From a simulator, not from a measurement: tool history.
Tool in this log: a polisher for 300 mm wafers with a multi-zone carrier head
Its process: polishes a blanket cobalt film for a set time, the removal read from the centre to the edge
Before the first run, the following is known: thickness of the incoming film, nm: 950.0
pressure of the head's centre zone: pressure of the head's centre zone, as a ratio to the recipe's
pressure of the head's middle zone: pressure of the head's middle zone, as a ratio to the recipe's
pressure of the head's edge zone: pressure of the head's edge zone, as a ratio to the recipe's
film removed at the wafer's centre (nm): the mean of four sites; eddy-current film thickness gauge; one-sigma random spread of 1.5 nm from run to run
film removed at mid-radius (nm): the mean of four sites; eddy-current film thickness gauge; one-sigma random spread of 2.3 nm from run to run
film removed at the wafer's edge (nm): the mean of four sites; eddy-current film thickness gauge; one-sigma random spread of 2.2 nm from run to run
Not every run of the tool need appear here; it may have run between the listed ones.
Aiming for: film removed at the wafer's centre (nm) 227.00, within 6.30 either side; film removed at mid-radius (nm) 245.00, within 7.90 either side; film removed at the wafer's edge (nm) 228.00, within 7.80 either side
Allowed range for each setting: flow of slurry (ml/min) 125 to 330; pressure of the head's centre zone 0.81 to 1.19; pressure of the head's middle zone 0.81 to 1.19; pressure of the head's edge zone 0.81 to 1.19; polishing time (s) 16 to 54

run	hour	flow of slurry (ml/min)	pressure of the head's centre zone	pressure of the head's middle zone	pressure of the head's edge zone	polishing time (s)	film removed at the wafer's centre (nm)	film removed at mid-radius (nm)	film removed at the wafer's edge (nm)
1	0.0	210	1.00	1.00	1.00	35	161.32	160.84	155.34
2	5.1	220	1.01	1.03	1.04	38	175.15	176.96	173.66
3	13.1	230	1.02	1.07	1.05	40	189.60	197.84	186.22
4	20.7	240	1.03	1.09	1.08	41	199.91	204.03	195.69
5	25.5	250	1.03	1.11	1.10	42	203.70	219.33	201.58
6	31.2	255	1.04	1.11	1.12	43	212.06	217.81	208.22
7	36.2	260	1.04	1.13	1.13	44	216.14	227.17	215.26
8	39.7	265	1.04	1.14	1.14	44	218.07	230.14	212.07

Exercise: of the 4 proposed moves below, exactly one satisfies all targets within the stated allowed misses. Which move is it?
A	43.2	310	1.09	1.19	1.03	43	?	?	?
B	43.2	255	1.05	1.14	1.18	46	?	?	?
C	43.2	265	0.94	1.16	1.17	46	?	?	?
D	43.2	270	1.04	1.00	1.10	45	?	?	?

move	film removed at the wafer's centre (nm)	film removed at mid-radius (nm)	film removed at the wafer's edge (nm)
A	228.52	239.70	203.36
B	229.91	241.94	229.51
C	206.71	246.86	229.21
D	224.18	213.11	218.06
A: moves away from the targets compared with the last run
B: meets every target
C: brings the result that was furthest off to its target, and leaves another outside
D: moves away from the targets compared with the last run
Go with B: it meets all targets.
